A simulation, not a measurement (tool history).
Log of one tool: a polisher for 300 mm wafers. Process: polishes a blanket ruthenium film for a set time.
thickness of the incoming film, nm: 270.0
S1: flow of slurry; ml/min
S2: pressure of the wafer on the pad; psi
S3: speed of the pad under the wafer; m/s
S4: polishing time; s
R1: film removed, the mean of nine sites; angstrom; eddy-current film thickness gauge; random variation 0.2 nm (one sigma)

run 1 hour=0 | S1=135 S2=2.1 S3=1.18 S4=25 | R1=318.33
run 2 hour=4 | S1=130 S2=2 S3=1.18 S4=25 | R1=297.08
run 3 hour=6.3 | S1=125 S2=2 S3=1.18 S4=25 | R1=294.7
run 4 hour=8.1 | S1=125 S2=2 S3=1.4 S4=25 | R1=348.8
run 5 hour=16.4 | S1=125 S2=2 S3=1.4 S4=23 | R1=319.71
run 6 hour=19.6 | S1=125 S2=2 S3=1.62 S4=23 | R1=368.48
run 7 hour=22.7 | S1=125 S2=2 S3=1.62 S4=23 | R1=369.34
run 8 hour=27 | S1=120 S2=1.9 S3=1.62 S4=23 | R1=353.04

The next listed run, before its measurement:
run 9 hour=32.8 | S1=110 S2=1.3 S3=1.6 S4=23 | R1=?

{"run 9": {"R1": 233.7}}
